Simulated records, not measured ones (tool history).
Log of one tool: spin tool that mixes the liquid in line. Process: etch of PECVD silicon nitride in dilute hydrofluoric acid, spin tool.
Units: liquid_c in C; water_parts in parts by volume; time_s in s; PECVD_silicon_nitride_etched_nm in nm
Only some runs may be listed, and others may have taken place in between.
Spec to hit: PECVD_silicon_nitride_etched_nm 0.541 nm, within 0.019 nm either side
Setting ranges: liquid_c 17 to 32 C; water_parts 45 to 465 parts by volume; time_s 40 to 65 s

run  hour  liquid_c  water_parts  time_s  PECVD_silicon_nitride_etched_nm
  1     0        24          255      65                          0.82321
  2     5        23          255      65                          0.75884
  3  13.5        23          210      65                          0.92157
  4  21.1        23          210      65                          0.93085
  5  22.2        22          215      65                          0.84508
  6  28.7      18.5          215      65                          0.67693
  7  34.6      18.5          220      65                            0.659
  8  40.4      18.5          225      65                          0.65204
  9  48.1      18.5          230      65                          0.62703

4 next moves are on the table. One of them brings every result within its allowed miss. Which?
  A  55.8        21          225      65                                ?
  B  55.8      17.5          250      65                                ?
  C  55.8      17.5          205      65                                ?
  D  55.8      17.5          200      65                                ?

move  PECVD_silicon_nitride_etched_nm
   A                          0.76713
   B                          0.55141
   C                          0.66685
   D                          0.68285
A: moves away from the targets compared with the last run
B: all results land within tolerance of their targets
C: moves away from the targets compared with the last run
D: moves away from the targets compared with the last run
Go with B: it meets all targets.
